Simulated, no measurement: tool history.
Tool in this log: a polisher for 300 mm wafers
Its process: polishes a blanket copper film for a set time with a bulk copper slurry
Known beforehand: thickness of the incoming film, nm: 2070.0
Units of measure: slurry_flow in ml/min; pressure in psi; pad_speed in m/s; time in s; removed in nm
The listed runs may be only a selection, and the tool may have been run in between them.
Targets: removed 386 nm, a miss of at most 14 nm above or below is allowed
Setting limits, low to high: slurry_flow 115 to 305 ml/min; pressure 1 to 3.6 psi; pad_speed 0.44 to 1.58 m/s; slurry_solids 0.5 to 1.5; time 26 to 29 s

| run | hour | slurry_flow | pressure | pad_speed | slurry_solids | time | removed |
|---|---|---|---|---|---|---|---|
| 1 | 0 | 195 | 2.3 | 1 | 1 | 29 | 214.05 |
| 2 | 4.7 | 200 | 2.7 | 1 | 1 | 29 | 251.65 |
| 3 | 9.1 | 155 | 2.7 | 1 | 1 | 29 | 237.38 |
| 4 | 13.4 | 155 | 2.7 | 1 | 1 | 26 | 215.42 |
| 5 | 17.7 | 180 | 3 | 1.04 | 1 | 26 | 249.88 |
| 6 | 20.6 | 180 | 3 | 1.04 | 1.1 | 26 | 261.21 |
| 7 | 23.9 | 195 | 3.2 | 1.08 | 1.1 | 26 | 291.15 |
| 8 | 27.2 | 205 | 3.3 | 1.12 | 1.1 | 26 | 310 |
| 9 | 35 | 210 | 3.4 | 1.16 | 1.1 | 26 | 328.49 |
| 10 | 37.7 | 215 | 3.5 | 1.2 | 1.1 | 26 | 356.4 |
| 11 | 43 | 220 | 3.5 | 1.22 | 1.1 | 26 | 355.15 |
| 12 | 44 | 220 | 3.5 | 1.24 | 1.1 | 26 | 360.33 |
| 13 | 50.4 | 220 | 3.5 | 1.24 | 1.1 | 26 | 362.2 |

Which single option among these 4 for the next run brings every result within its allowed miss of target? Just one does.
| A | 56.8 | 190 | 3 | 1.44 | 1.3 | 27 | ? |
| B | 56.8 | 230 | 3.6 | 1.04 | 1.15 | 27 | ? |
| C | 56.8 | 225 | 3.3 | 1.2 | 1.2 | 26 | ? |
| D | 56.8 | 210 | 3.6 | 1.28 | 1.05 | 29 | ? |

| move | removed |
|---|---|
| A | 385.03 |
| B | 343.28 |
| C | 346.69 |
| D | 423.42 |
A: all results land within tolerance of their targets
B: its largest miss is bigger than the last run's
C: its largest miss is bigger than the last run's
D: moves the result that the last run missed by most past its target, out the other side
Correct choice: A, which meets every target
